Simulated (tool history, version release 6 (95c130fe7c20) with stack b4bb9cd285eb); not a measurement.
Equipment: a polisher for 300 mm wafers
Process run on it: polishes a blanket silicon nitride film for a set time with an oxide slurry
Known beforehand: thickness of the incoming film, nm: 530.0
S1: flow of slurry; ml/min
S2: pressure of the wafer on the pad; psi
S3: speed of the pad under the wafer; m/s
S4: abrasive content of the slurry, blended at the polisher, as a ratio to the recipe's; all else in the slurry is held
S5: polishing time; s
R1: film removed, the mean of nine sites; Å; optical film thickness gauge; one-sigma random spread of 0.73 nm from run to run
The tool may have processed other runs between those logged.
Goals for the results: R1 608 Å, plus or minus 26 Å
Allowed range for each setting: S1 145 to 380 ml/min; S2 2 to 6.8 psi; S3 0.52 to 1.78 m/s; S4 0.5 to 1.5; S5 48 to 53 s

run  hour   S1   S2    S3  S4  S5      R1
  1     0  245  4.4  1.14   1  53  431.64
  2   4.3  245  4.8  1.14   1  53  462.22
  3    11  245  5.2  1.16   1  53  509.41
  4  18.4  210  5.2  1.16   1  53  479.53
  5  24.3  210  5.2  0.88   1  53  395.29
  6  32.5  235  5.7   0.9   1  53  466.63
  7  38.5  235  5.7   0.9   1  53  452.28
  8  44.3  255    6   0.9   1  53  485.33
  9  51.2  255    6   0.9   1  53  478.54
 10  54.8  255  6.2  0.94   1  53  505.88

Below are 4 possible settings for the next run. Only one of them brings all results inside the allowed miss of their targets. Which is it?
  A  58.4  325  6.1  0.92  0.65  49   ?
  B  58.4  250  6.8  1.18     1  53   ?
  C  58.4  315  5.6  1.52     1  53   ?
  D  58.4  300  6.2  1.26   0.9  53   ?

move      R1
   A  395.95
   B  659.98
   C  679.03
   D  620.88
A: further off than the last run
B: takes the result that was furthest off past its target
C: takes the result that was furthest off past its target
D: every result within its allowed miss
D meets every target.

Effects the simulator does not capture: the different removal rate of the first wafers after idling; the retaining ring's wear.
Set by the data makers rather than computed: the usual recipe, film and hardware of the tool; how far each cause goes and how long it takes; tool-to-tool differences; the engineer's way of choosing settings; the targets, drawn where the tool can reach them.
